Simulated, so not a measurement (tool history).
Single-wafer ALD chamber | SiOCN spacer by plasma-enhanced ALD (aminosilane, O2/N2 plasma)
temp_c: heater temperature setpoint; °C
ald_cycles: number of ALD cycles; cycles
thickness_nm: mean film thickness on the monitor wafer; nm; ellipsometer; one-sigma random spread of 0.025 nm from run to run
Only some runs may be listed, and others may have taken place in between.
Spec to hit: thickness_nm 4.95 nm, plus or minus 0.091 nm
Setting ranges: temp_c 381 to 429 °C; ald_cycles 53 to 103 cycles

run	hour	temp_c	ald_cycles	thickness_nm
1	0	405	78	4.2
2	6.5	403	79	4.2799
3	8	403	85	4.5963
4	9.6	403	80	4.3383
5	18	394	80	4.3585
6	21.2	394	85	4.6291
7	29.1	394	86	4.6945
8	35.3	394	87	4.7505

Of the 5 settings listed for the next run, only one would bring every result within its allowed miss of target. Which one?
A	41.5	392	94	?
B	41.5	383	94	?
C	41.5	397	91	?
D	41.5	396	86	?
E	41.5	397	93	?

move	thickness_nm
A	5.167
B	5.167
C	5.0021
D	4.7272
E	5.112
A: moves the result that the last run missed by most past its target, out the other side
B: moves the result that the last run missed by most past its target, out the other side
C: hits every target within its allowed miss
D: lands further from the targets than the last run did
E: moves the result that the last run missed by most past its target, out the other side
The move that meets every target is C.
